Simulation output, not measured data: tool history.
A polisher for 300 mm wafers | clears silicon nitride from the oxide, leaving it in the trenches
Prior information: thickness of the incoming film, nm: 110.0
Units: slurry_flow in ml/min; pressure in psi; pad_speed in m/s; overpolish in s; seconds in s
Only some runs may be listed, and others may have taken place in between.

run  hour  slurry_flow  pressure  pad_speed  overpolish  seconds
  1   0.0          145       1.8       1.20          34   167.49
  2   1.8          140       1.6       1.16          34   189.80
  3  10.7          155       1.6       1.16          34   193.15
  4  13.0          155       1.6       1.16          36   184.34
  5  18.5          155       1.4       1.10          36   225.67
  6  21.8          155       1.3       1.08          36   248.80
  7  22.6          155       1.2       1.08          36   264.23
  8  30.7          155       1.1       1.08          36   289.20
  9  33.7          155       1.0       1.08          36   318.86
 10  35.1          150       1.0       1.08          36   317.87
 11  43.3          145       1.0       1.08          36   319.02
 12  46.1          140       1.0       1.08          36   321.73

Run 13, settings as shown, results not yet in. Your forecast:
 13  48.1          135       1.0       1.08          36        ?

{"run 13": {"seconds": 316.71}}

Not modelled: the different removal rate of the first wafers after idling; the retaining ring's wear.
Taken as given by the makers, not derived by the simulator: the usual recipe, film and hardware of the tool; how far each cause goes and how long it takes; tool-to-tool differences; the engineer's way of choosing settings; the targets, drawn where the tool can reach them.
